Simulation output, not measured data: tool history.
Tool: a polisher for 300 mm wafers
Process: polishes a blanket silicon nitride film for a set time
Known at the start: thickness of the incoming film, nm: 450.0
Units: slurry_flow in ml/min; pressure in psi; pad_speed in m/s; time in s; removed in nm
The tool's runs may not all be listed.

run 1 hour=0 | slurry_flow=295 pressure=3.7 pad_speed=1.08 time=84 | removed=149.01
run 2 hour=6.9 | slurry_flow=295 pressure=4.1 pad_speed=1.08 time=84 | removed=160.98
run 3 hour=10.9 | slurry_flow=245 pressure=4.1 pad_speed=1.08 time=84 | removed=154.3
run 4 hour=14.2 | slurry_flow=240 pressure=3.8 pad_speed=1.06 time=84 | removed=145.05
run 5 hour=15.1 | slurry_flow=190 pressure=3.8 pad_speed=1.06 time=84 | removed=140.95
run 6 hour=17.7 | slurry_flow=190 pressure=3.5 pad_speed=1.04 time=84 | removed=126.33

Run 7 comes next. What will it give?
run 7 hour=25 | slurry_flow=190 pressure=3.5 pad_speed=1.04 time=84 | removed=?

Run 7 gave removed 127.8 nm.
